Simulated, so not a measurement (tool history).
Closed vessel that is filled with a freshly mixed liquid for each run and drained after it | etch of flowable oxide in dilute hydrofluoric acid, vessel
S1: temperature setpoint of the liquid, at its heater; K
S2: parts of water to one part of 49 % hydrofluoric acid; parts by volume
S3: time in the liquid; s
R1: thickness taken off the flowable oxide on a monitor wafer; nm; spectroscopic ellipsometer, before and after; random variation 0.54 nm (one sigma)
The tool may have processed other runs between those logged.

Run 1, hour 0.0: S1 297.15 K, S2 45 parts by volume, S3 100 s. Result: R1 48.851 nm.
Run 2, hour 2.1: S1 297.15 K, S2 60 parts by volume, S3 100 s. Result: R1 36.348 nm.
Run 3, hour 6.7: S1 295.65 K, S2 60 parts by volume, S3 100 s. Result: R1 34.367 nm.
Run 4, hour 7.9: S1 295.65 K, S2 60 parts by volume, S3 100 s. Result: R1 33.869 nm.
Run 5, hour 12.6: S1 293.15 K, S2 60 parts by volume, S3 100 s. Result: R1 30.597 nm.
Run 6, hour 17.5: S1 294.65 K, S2 60 parts by volume, S3 100 s. Result: R1 32.224 nm.
Run 7, hour 25.7: S1 296.15 K, S2 60 parts by volume, S3 100 s. Result: R1 34.299 nm.
Run 8, hour 31.5: S1 297.15 K, S2 60 parts by volume, S3 100 s. Result: R1 35.904 nm.
Run 9, hour 35.9: S1 298.15 K, S2 60 parts by volume, S3 100 s. Result: R1 37.734 nm.

Expected results for the next run?
Run 10, hour 37.2: S1 302.15 K, S2 50 parts by volume, S3 100 s. Result: R1 ?.

{"run 10": {"R1": 53.455}}
